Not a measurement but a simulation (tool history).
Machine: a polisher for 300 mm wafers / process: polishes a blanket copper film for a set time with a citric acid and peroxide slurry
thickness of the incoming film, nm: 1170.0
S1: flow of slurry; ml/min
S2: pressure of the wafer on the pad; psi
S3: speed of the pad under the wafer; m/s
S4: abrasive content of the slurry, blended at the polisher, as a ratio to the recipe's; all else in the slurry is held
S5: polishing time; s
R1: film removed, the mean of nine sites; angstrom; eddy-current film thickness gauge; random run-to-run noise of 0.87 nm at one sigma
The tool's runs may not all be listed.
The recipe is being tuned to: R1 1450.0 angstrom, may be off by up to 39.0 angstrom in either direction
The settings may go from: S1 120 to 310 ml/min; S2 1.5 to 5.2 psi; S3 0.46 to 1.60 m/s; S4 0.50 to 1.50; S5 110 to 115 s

Run 1, hour 0.0: S1 200 ml/min, S2 3.3 psi, S3 1.02 m/s, S4 1.00, S5 110 s. Result: R1 2444.8 angstrom.
Run 2, hour 7.8: S1 200 ml/min, S2 3.3 psi, S3 1.12 m/s, S4 1.00, S5 110 s. Result: R1 2645.9 angstrom.
Run 3, hour 16.1: S1 200 ml/min, S2 2.8 psi, S3 1.12 m/s, S4 1.00, S5 110 s. Result: R1 2288.2 angstrom.
Run 4, hour 19.2: S1 200 ml/min, S2 2.8 psi, S3 1.12 m/s, S4 1.00, S5 110 s. Result: R1 2327.6 angstrom.
Run 5, hour 26.2: S1 200 ml/min, S2 2.5 psi, S3 1.12 m/s, S4 1.00, S5 110 s. Result: R1 2104.1 angstrom.
Run 6, hour 34.9: S1 200 ml/min, S2 3.3 psi, S3 1.12 m/s, S4 1.00, S5 110 s. Result: R1 2675.9 angstrom.
Run 7, hour 36.1: S1 195 ml/min, S2 2.9 psi, S3 1.10 m/s, S4 1.00, S5 110 s. Result: R1 2359.0 angstrom.
Run 8, hour 43.9: S1 180 ml/min, S2 1.9 psi, S3 0.98 m/s, S4 1.00, S5 110 s. Result: R1 1484.9 angstrom.
Run 9, hour 49.6: S1 175 ml/min, S2 1.9 psi, S3 0.98 m/s, S4 1.00, S5 110 s. Result: R1 1490.3 angstrom.

5 candidate next runs follow, results not yet known. Just one meets every target within its allowed miss. Identify it.
Run A, hour 55.3: S1 140 ml/min, S2 2.0 psi, S3 0.88 m/s, S4 1.20, S5 112 s. Result: R1 ?.
Run B, hour 55.3: S1 185 ml/min, S2 2.1 psi, S3 0.98 m/s, S4 0.85, S5 110 s. Result: R1 ?.
Run C, hour 55.3: S1 250 ml/min, S2 1.9 psi, S3 0.92 m/s, S4 0.95, S5 115 s. Result: R1 ?.
Run D, hour 55.3: S1 230 ml/min, S2 1.8 psi, S3 1.08 m/s, S4 0.95, S5 112 s. Result: R1 ?.
Run E, hour 55.3: S1 175 ml/min, S2 1.9 psi, S3 0.98 m/s, S4 1.10, S5 112 s. Result: R1 ?.

move      R1
   A  1450.9
   B  1575.6
   C  1526.7
   D  1613.1
   E  1543.7
A: all results in spec
B: the biggest miss grows against the last run
C: the biggest miss grows against the last run
D: the biggest miss grows against the last run
E: the biggest miss grows against the last run
The right move is A.
